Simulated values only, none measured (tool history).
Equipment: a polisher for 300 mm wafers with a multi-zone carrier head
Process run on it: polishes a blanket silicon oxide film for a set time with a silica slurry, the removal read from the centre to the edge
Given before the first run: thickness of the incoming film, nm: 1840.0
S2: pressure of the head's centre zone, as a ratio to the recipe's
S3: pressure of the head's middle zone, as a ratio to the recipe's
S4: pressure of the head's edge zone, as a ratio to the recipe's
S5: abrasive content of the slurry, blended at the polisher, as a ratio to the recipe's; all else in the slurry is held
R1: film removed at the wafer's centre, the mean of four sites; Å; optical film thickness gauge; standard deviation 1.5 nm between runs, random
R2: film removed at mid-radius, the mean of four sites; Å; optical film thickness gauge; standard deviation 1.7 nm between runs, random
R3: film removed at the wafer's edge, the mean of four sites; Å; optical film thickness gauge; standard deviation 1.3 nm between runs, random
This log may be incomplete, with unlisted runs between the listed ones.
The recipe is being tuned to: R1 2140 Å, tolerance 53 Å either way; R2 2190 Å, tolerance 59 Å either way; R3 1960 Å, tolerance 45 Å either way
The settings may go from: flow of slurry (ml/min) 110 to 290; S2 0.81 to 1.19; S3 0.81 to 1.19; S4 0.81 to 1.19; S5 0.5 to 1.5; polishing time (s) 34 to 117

{"run": 1, "hour": 0.0, "flow of slurry (ml/min)": 185, "S2": 1, "S3": 1, "S4": 1, "S5": 1, "polishing time (s)": 75, "R1": 1886.5, "R2": 1884.7, "R3": 1905}
{"run": 2, "hour": 2.2, "flow of slurry (ml/min)": 185, "S2": 1, "S3": 1, "S4": 1, "S5": 1, "polishing time (s)": 91, "R1": 2293.1, "R2": 2289.1, "R3": 2319.8}
{"run": 3, "hour": 9.2, "flow of slurry (ml/min)": 185, "S2": 1, "S3": 1, "S4": 1, "S5": 1.1, "polishing time (s)": 91, "R1": 2387.6, "R2": 2344.5, "R3": 2397.6}
{"run": 4, "hour": 18.0, "flow of slurry (ml/min)": 185, "S2": 1, "S3": 1, "S4": 0.92, "S5": 1.1, "polishing time (s)": 91, "R1": 2352.7, "R2": 2345, "R3": 2327}
{"run": 5, "hour": 22.8, "flow of slurry (ml/min)": 185, "S2": 1, "S3": 0.93, "S4": 0.92, "S5": 1.1, "polishing time (s)": 91, "R1": 2359.2, "R2": 2223, "R3": 2344.2}
{"run": 6, "hour": 28.3, "flow of slurry (ml/min)": 185, "S2": 1.06, "S3": 0.93, "S4": 0.92, "S5": 1.1, "polishing time (s)": 91, "R1": 2502.2, "R2": 2249.4, "R3": 2340.8}
{"run": 7, "hour": 33.3, "flow of slurry (ml/min)": 175, "S2": 1.06, "S3": 0.96, "S4": 0.9, "S5": 1.05, "polishing time (s)": 91, "R1": 2418.9, "R2": 2227.9, "R3": 2269.1}
{"run": 8, "hour": 36.7, "flow of slurry (ml/min)": 175, "S2": 1.06, "S3": 0.99, "S4": 0.88, "S5": 1, "polishing time (s)": 91, "R1": 2362.4, "R2": 2246.8, "R3": 2188.7}

Of the 5 settings listed for the next run, only one would bring every result within its allowed miss of target. Which one?
{"run": "A", "hour": 40.1, "flow of slurry (ml/min)": 170, "S2": 1.03, "S3": 1.07, "S4": 0.84, "S5": 0.9, "polishing time (s)": 92, "R1": "?", "R2": "?", "R3": "?"}
{"run": "B", "hour": 40.1, "flow of slurry (ml/min)": 230, "S2": 1.08, "S3": 1.14, "S4": 0.81, "S5": 1.4, "polishing time (s)": 73, "R1": "?", "R2": "?", "R3": "?"}
{"run": "C", "hour": 40.1, "flow of slurry (ml/min)": 180, "S2": 1.04, "S3": 1.08, "S4": 0.81, "S5": 1.05, "polishing time (s)": 86, "R1": "?", "R2": "?", "R3": "?"}
{"run": "D", "hour": 40.1, "flow of slurry (ml/min)": 145, "S2": 0.92, "S3": 0.96, "S4": 1.02, "S5": 1.2, "polishing time (s)": 91, "R1": "?", "R2": "?", "R3": "?"}
{"run": "E", "hour": 40.1, "flow of slurry (ml/min)": 120, "S2": 1.09, "S3": 1.12, "S4": 0.9, "S5": 1.2, "polishing time (s)": 78, "R1": "?", "R2": "?", "R3": "?"}

move=A R1=2254.7 R2=2319.7 R3=2086.5
move=B R1=2278.1 R2=2353.6 R3=1958.2
move=C R1=2270.5 R2=2330.8 R3=2046.8
move=D R1=2175.3 R2=2282 R3=2453.2
move=E R1=2133.6 R2=2173.5 R3=1956
A: closer than the last run, but not yet in spec
B: the furthest-off result lands on target, but another misses its tolerance
C: closer than the last run, but not yet in spec
D: further off than the last run
E: all results land within tolerance of their targets
Answer: E

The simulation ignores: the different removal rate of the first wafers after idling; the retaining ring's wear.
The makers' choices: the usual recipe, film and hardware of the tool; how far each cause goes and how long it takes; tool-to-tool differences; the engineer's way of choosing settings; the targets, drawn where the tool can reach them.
